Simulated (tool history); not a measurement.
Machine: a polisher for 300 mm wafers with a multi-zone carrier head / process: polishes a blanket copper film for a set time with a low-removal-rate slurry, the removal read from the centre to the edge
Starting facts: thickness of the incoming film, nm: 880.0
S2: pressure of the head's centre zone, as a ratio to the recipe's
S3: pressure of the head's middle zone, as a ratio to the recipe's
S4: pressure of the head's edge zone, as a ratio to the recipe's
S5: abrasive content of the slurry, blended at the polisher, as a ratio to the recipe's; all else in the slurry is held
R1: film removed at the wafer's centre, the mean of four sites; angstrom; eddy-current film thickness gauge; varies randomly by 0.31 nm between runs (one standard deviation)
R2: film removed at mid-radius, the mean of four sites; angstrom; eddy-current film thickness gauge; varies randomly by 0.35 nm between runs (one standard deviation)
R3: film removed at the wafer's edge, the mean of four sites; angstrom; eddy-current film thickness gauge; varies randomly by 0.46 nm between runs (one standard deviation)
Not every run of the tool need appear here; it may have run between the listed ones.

Run 1, day 0: flow of slurry (ml/min) 145, S2 1, S3 1, S4 1, S5 1, polishing time (s) 33. Result: R1 701.05 angstrom, R2 688.66 angstrom, R3 749.08 angstrom.
Run 2, day 0.133: flow of slurry (ml/min) 145, S2 1, S3 1, S4 1, S5 0.8, polishing time (s) 33. Result: R1 669.03 angstrom, R2 665.27 angstrom, R3 729.7 angstrom.
Run 3, day 0.383: flow of slurry (ml/min) 115, S2 1, S3 1, S4 1, S5 0.8, polishing time (s) 33. Result: R1 626.83 angstrom, R2 638.74 angstrom, R3 711.7 angstrom.
Run 4, day 0.7: flow of slurry (ml/min) 115, S2 1, S3 1, S4 1, S5 0.95, polishing time (s) 33. Result: R1 659.67 angstrom, R2 663.71 angstrom, R3 719.26 angstrom.
Run 5, day 0.929: flow of slurry (ml/min) 115, S2 1.06, S3 1, S4 1, S5 0.95, polishing time (s) 33. Result: R1 702.54 angstrom, R2 672.01 angstrom, R3 724.23 angstrom.
Run 6, day 1.158: flow of slurry (ml/min) 115, S2 1.04, S3 0.98, S4 0.98, S5 0.85, polishing time (s) 30. Result: R1 606.7 angstrom, R2 587.76 angstrom, R3 648.27 angstrom.
Run 7, day 1.496: flow of slurry (ml/min) 115, S2 1.03, S3 0.96, S4 0.96, S5 0.8, polishing time (s) 27. Result: R1 542.77 angstrom, R2 513.03 angstrom, R3 553.39 angstrom.

What will run 8 give?
Run 8, day 1.85: flow of slurry (ml/min) 85, S2 0.93, S3 0.86, S4 1.02, S5 0.55, polishing time (s) 21. Result: R1 ?, R2 ?, R3 ?.

R1: 330.38 angstrom
R2: 319.41 angstrom
R3: 400.22 angstrom
